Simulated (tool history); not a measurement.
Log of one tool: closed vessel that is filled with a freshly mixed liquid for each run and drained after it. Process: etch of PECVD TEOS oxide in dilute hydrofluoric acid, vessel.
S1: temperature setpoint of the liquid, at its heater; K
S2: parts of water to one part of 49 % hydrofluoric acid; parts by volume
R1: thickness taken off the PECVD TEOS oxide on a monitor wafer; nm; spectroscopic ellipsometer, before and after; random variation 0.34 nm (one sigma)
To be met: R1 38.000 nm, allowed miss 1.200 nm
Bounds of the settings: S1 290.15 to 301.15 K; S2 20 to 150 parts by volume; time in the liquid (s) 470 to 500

run 1 hour=0.0 | S1=293.15 S2=85 time_in_the_liquid_(s)=470 | R1=44.007
run 2 hour=2.3 | S1=293.15 S2=85 time_in_the_liquid_(s)=470 | R1=44.345
run 3 hour=6.8 | S1=293.15 S2=85 time_in_the_liquid_(s)=470 | R1=44.160
run 4 hour=12.8 | S1=292.15 S2=85 time_in_the_liquid_(s)=470 | R1=42.684
run 5 hour=20.5 | S1=292.15 S2=70 time_in_the_liquid_(s)=470 | R1=51.480
run 6 hour=22.0 | S1=290.15 S2=70 time_in_the_liquid_(s)=470 | R1=47.895
run 7 hour=23.6 | S1=290.15 S2=75 time_in_the_liquid_(s)=470 | R1=44.134
run 8 hour=32.1 | S1=290.15 S2=80 time_in_the_liquid_(s)=470 | R1=41.729

5 next moves are on the table. One of them brings every result within its allowed miss. Which?
run A hour=40.6 | S1=290.15 S2=75 time_in_the_liquid_(s)=470 | R1=?
run B hour=40.6 | S1=291.15 S2=90 time_in_the_liquid_(s)=500 | R1=?
run C hour=40.6 | S1=290.15 S2=90 time_in_the_liquid_(s)=485 | R1=?
run D hour=40.6 | S1=290.15 S2=85 time_in_the_liquid_(s)=490 | R1=?
run E hour=40.6 | S1=293.15 S2=95 time_in_the_liquid_(s)=490 | R1=?

move=A R1=44.535
move=B R1=40.531
move=C R1=37.689
move=D R1=40.531
move=E R1=40.673
A: further off than the last run
B: nearer than the last run, and not there yet
C: meets every target
D: nearer than the last run, and not there yet
E: nearer than the last run, and not there yet
Answer: C

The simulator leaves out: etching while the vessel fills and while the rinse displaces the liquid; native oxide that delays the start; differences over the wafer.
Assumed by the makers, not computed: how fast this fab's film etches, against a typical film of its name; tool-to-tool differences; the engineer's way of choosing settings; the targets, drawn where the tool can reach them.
